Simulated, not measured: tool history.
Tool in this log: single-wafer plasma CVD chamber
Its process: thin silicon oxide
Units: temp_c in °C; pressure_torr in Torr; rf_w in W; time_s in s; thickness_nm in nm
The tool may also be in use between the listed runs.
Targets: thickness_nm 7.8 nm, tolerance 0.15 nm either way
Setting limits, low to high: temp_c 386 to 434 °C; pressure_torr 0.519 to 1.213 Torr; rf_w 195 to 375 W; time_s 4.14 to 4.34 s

{"run": 1, "hour": 0.0, "temp_c": 410, "pressure_torr": 0.866, "rf_w": 285, "time_s": 4.34, "thickness_nm": 8.4869}
{"run": 2, "hour": 2.3, "temp_c": 410, "pressure_torr": 0.759, "rf_w": 285, "time_s": 4.34, "thickness_nm": 7.5242}
{"run": 3, "hour": 3.4, "temp_c": 410, "pressure_torr": 0.759, "rf_w": 260, "time_s": 4.34, "thickness_nm": 7.3238}
{"run": 4, "hour": 8.7, "temp_c": 410, "pressure_torr": 0.766, "rf_w": 260, "time_s": 4.34, "thickness_nm": 7.348}
{"run": 5, "hour": 13.6, "temp_c": 410, "pressure_torr": 0.772, "rf_w": 260, "time_s": 4.34, "thickness_nm": 7.4058}
{"run": 6, "hour": 14.6, "temp_c": 410, "pressure_torr": 0.777, "rf_w": 260, "time_s": 4.34, "thickness_nm": 7.5131}
{"run": 7, "hour": 21.5, "temp_c": 410, "pressure_torr": 0.781, "rf_w": 260, "time_s": 4.34, "thickness_nm": 7.5277}
{"run": 8, "hour": 22.7, "temp_c": 410, "pressure_torr": 0.785, "rf_w": 260, "time_s": 4.34, "thickness_nm": 7.5684}
{"run": 9, "hour": 24.6, "temp_c": 410, "pressure_torr": 0.788, "rf_w": 260, "time_s": 4.34, "thickness_nm": 7.5689}
{"run": 10, "hour": 26.9, "temp_c": 410, "pressure_torr": 0.791, "rf_w": 260, "time_s": 4.34, "thickness_nm": 7.5725}
{"run": 11, "hour": 32.7, "temp_c": 410, "pressure_torr": 0.794, "rf_w": 260, "time_s": 4.34, "thickness_nm": 7.6168}
{"run": 12, "hour": 35.4, "temp_c": 410, "pressure_torr": 0.796, "rf_w": 260, "time_s": 4.34, "thickness_nm": 7.6149}

Exactly one of the 4 candidate moves below puts every result within its allowed miss. Which one?
{"run": "A", "hour": 38.1, "temp_c": 420, "pressure_torr": 0.786, "rf_w": 255, "time_s": 4.34, "thickness_nm": "?"}
{"run": "B", "hour": 38.1, "temp_c": 390, "pressure_torr": 0.771, "rf_w": 255, "time_s": 4.34, "thickness_nm": "?"}
{"run": "C", "hour": 38.1, "temp_c": 409, "pressure_torr": 0.817, "rf_w": 260, "time_s": 4.14, "thickness_nm": "?"}
{"run": "D", "hour": 38.1, "temp_c": 407, "pressure_torr": 0.817, "rf_w": 250, "time_s": 4.34, "thickness_nm": "?"}

move=A thickness_nm=7.4959
move=B thickness_nm=7.5265
move=C thickness_nm=7.5117
move=D thickness_nm=7.7972
A: lands further from the targets than the last run did
B: lands further from the targets than the last run did
C: lands further from the targets than the last run did
D: in spec on every target
D meets every target.
